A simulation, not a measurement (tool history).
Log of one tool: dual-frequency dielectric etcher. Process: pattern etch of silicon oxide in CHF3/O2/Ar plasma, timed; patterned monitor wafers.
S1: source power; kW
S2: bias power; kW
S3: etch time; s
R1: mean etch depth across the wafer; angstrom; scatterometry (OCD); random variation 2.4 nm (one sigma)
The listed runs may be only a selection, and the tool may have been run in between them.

run 1 hour=0.0 | S1=0.880 S2=0.198 S3=416 | R1=8777.4
run 2 hour=6.0 | S1=0.880 S2=0.198 S3=416 | R1=8828.8
run 3 hour=12.6 | S1=0.960 S2=0.198 S3=416 | R1=9073.5
run 4 hour=13.3 | S1=0.960 S2=0.176 S3=416 | R1=8746.9
run 5 hour=21.1 | S1=1.020 S2=0.176 S3=416 | R1=8937.2
run 6 hour=21.8 | S1=0.950 S2=0.172 S3=416 | R1=8648.7
run 7 hour=23.9 | S1=0.900 S2=0.169 S3=416 | R1=8371.8
run 8 hour=28.2 | S1=0.900 S2=0.169 S3=416 | R1=8423.9
run 9 hour=35.0 | S1=0.860 S2=0.167 S3=416 | R1=8269.7
run 10 hour=38.7 | S1=0.830 S2=0.165 S3=416 | R1=8100.4

Predict the results of run 11:
run 11 hour=43.2 | S1=0.810 S2=0.164 S3=416 | R1=?

R1: 8015.2 angstrom
